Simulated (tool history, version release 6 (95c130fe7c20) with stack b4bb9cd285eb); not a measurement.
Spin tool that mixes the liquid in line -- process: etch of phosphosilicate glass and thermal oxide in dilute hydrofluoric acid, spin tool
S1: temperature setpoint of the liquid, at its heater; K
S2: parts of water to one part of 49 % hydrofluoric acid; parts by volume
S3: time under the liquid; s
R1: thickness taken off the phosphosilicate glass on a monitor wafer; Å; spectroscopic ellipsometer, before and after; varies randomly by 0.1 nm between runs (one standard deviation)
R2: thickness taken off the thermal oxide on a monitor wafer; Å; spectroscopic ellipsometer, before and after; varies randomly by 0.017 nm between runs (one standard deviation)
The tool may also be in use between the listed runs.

run,day,S1,S2,S3,R1,R2
1,0,297.15,70,30,347.21,20.606
2,0.033,295.15,80,30,269.77,17.01
3,0.233,295.15,90,30,238.75,15.516
4,0.508,295.15,100,30,212.79,13.195
5,0.608,295.15,100,40,283.19,17.939
6,0.654,294.65,105,35,227.85,14.492
7,0.962,294.65,105,35,230.45,14.305

Forecast run 8:
8,1.312,293.65,110,35,?,?

R1: 209.42 Å
R2: 12.773 Å

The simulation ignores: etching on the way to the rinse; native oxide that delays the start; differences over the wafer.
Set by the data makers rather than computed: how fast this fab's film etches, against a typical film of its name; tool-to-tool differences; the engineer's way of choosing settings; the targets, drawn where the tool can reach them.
